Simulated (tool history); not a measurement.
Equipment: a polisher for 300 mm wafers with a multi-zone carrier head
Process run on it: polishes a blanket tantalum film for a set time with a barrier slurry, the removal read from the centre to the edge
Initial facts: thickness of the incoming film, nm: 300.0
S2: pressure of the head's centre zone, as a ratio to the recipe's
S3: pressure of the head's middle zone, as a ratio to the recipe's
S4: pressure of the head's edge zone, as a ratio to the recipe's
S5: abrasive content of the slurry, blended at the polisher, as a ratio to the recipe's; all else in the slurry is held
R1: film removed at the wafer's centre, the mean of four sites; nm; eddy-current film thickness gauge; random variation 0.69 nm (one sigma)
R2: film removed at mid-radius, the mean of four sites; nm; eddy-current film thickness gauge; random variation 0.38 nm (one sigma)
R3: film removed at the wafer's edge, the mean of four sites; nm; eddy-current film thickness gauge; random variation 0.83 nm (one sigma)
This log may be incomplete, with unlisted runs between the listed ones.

Run 1, hour 0: flow of slurry (ml/min) 200, S2 1, S3 1, S4 1, S5 1, polishing time (s) 83. Result: R1 79.569 nm, R2 80.048 nm, R3 81.465 nm.
Run 2, hour 3.2: flow of slurry (ml/min) 200, S2 1, S3 1, S4 1, S5 0.8, polishing time (s) 83. Result: R1 76.758 nm, R2 76.164 nm, R3 77.686 nm.
Run 3, hour 11.9: flow of slurry (ml/min) 190, S2 0.98, S3 0.97, S4 0.97, S5 0.75, polishing time (s) 82. Result: R1 72.773 nm, R2 72.536 nm, R3 75.343 nm.
Run 4, hour 17.1: flow of slurry (ml/min) 190, S2 0.98, S3 0.97, S4 0.97, S5 0.9, polishing time (s) 82. Result: R1 75.425 nm, R2 75.709 nm, R3 77.788 nm.
Run 5, hour 19.9: flow of slurry (ml/min) 190, S2 0.98, S3 1.04, S4 0.97, S5 0.9, polishing time (s) 82. Result: R1 75.256 nm, R2 79.899 nm, R3 78.367 nm.
Run 6, hour 20.7: flow of slurry (ml/min) 170, S2 0.98, S3 1.04, S4 0.97, S5 0.9, polishing time (s) 82. Result: R1 74.392 nm, R2 78.498 nm, R3 75.723 nm.
Run 7, hour 25.2: flow of slurry (ml/min) 160, S2 0.97, S3 1.01, S4 0.97, S5 0.8, polishing time (s) 81. Result: R1 70.55 nm, R2 73.107 nm, R3 72.254 nm.
Run 8, hour 30.9: flow of slurry (ml/min) 150, S2 0.96, S3 0.98, S4 0.97, S5 0.75, polishing time (s) 81. Result: R1 67.715 nm, R2 69.569 nm, R3 72.522 nm.
Run 9, hour 36.6: flow of slurry (ml/min) 150, S2 0.96, S3 0.96, S4 0.95, S5 0.7, polishing time (s) 80. Result: R1 65.748 nm, R2 66.681 nm, R3 69.006 nm.
Run 10, hour 39: flow of slurry (ml/min) 145, S2 0.96, S3 0.94, S4 0.94, S5 0.65, polishing time (s) 80. Result: R1 65.05 nm, R2 63.878 nm, R3 66.939 nm.
Run 11, hour 43.2: flow of slurry (ml/min) 140, S2 0.96, S3 0.93, S4 0.93, S5 0.65, polishing time (s) 80. Result: R1 64.03 nm, R2 62.668 nm, R3 67.565 nm.
Run 12, hour 43.9: flow of slurry (ml/min) 140, S2 0.96, S3 0.92, S4 0.91, S5 0.65, polishing time (s) 80. Result: R1 63.62 nm, R2 62.487 nm, R3 66 nm.
Run 13, hour 49.2: flow of slurry (ml/min) 135, S2 0.96, S3 0.91, S4 0.9, S5 0.65, polishing time (s) 80. Result: R1 64.239 nm, R2 60.966 nm, R3 66.349 nm.
Run 14, hour 50.8: flow of slurry (ml/min) 135, S2 0.96, S3 0.91, S4 0.89, S5 0.65, polishing time (s) 80. Result: R1 63.314 nm, R2 61.177 nm, R3 64.937 nm.
Run 15, hour 55.1: flow of slurry (ml/min) 135, S2 0.96, S3 0.9, S4 0.89, S5 0.65, polishing time (s) 80. Result: R1 64.339 nm, R2 60.952 nm, R3 66.475 nm.
Run 16, hour 64.1: flow of slurry (ml/min) 135, S2 0.96, S3 0.9, S4 0.88, S5 0.65, polishing time (s) 80. Result: R1 63.523 nm, R2 61.089 nm, R3 65.594 nm.
Run 17, hour 71.1: flow of slurry (ml/min) 135, S2 0.96, S3 0.89, S4 0.87, S5 0.65, polishing time (s) 80. Result: R1 64.4 nm, R2 59.827 nm, R3 64.692 nm.

Estimate the outcome of run 18 from the log above:
Run 18, hour 80: flow of slurry (ml/min) 135, S2 0.95, S3 0.89, S4 0.87, S5 0.65, polishing time (s) 80. Result: R1 ?, R2 ?, R3 ?.

{"run 18": {"R1": 63.486, "R2": 60.059, "R3": 65.031}}
